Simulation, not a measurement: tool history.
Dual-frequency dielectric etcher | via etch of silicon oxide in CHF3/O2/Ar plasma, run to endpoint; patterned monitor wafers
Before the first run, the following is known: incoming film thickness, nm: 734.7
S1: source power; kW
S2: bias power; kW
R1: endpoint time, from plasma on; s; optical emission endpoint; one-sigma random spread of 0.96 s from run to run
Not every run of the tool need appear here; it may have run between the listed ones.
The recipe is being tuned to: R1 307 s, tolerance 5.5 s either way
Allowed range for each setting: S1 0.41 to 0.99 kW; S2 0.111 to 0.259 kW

run	day	S1	S2	R1
1	0	0.7	0.185	342.51
2	0.2	0.7	0.16	354.79
3	0.333	0.76	0.163	343.27
4	0.608	0.84	0.163	329.55
5	0.704	0.87	0.165	322.52
6	1	0.87	0.134	337.81
7	1.062	0.9	0.14	330.59
8	1.133	0.92	0.145	326.03
9	1.308	0.94	0.15	321.33
10	1.358	0.95	0.154	318.13

Which one of the following 4 next-run settings gets every result inside its allowed miss? There is exactly one.
A	1.408	0.99	0.132	?
B	1.408	0.99	0.162	?
C	1.408	0.85	0.173	?
D	1.408	0.83	0.167	?

move	R1
A	322.54
B	309.53
C	324.01
D	329.6
A: misses by more than the last run did
B: meets every target
C: misses by more than the last run did
D: misses by more than the last run did
So the answer is move B, the one that meets all the targets.
